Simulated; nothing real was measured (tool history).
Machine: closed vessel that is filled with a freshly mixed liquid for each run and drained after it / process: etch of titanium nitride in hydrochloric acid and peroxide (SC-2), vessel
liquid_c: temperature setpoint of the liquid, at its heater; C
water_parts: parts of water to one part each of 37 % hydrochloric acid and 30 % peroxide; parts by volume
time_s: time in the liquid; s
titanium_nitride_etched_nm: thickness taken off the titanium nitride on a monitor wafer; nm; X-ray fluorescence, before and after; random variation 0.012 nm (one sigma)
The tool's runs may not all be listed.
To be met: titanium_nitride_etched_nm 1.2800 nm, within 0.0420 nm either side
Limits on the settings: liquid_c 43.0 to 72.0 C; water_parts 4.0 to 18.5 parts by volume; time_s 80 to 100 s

| run | hour | liquid_c | water_parts | time_s | titanium_nitride_etched_nm |
|---|---|---|---|---|---|
| 1 | 0.0 | 59.0 | 10.5 | 100 | 3.2465 |
| 2 | 8.9 | 59.0 | 12.0 | 100 | 2.8826 |
| 3 | 10.6 | 59.0 | 12.0 | 100 | 2.8954 |
| 4 | 14.2 | 62.5 | 12.0 | 100 | 3.6374 |
| 5 | 15.3 | 56.0 | 12.0 | 100 | 2.3658 |
| 6 | 17.3 | 56.0 | 8.5 | 100 | 3.2687 |
| 7 | 22.3 | 54.5 | 8.5 | 100 | 2.8753 |
| 8 | 23.1 | 46.5 | 8.5 | 100 | 1.6811 |
| 9 | 32.1 | 46.0 | 8.5 | 100 | 1.6153 |
| 10 | 40.4 | 45.5 | 8.5 | 100 | 1.6131 |
| 11 | 45.0 | 45.0 | 8.5 | 100 | 1.5349 |
| 12 | 50.6 | 43.0 | 9.5 | 100 | 1.2260 |

Which of these 4 next moves meets every target?
| A | 56.2 | 43.5 | 8.5 | 85 | ? |
| B | 56.2 | 43.0 | 8.0 | 90 | ? |
| C | 56.2 | 43.0 | 10.0 | 95 | ? |
| D | 56.2 | 46.0 | 10.0 | 95 | ? |

| move | titanium_nitride_etched_nm |
|---|---|
| A | 1.1700 |
| B | 1.2563 |
| C | 1.1051 |
| D | 1.3592 |
A: the biggest miss grows against the last run
B: hits every target within its allowed miss
C: the biggest miss grows against the last run
D: takes the biggest miss from the last run beyond its target
The right move is B.
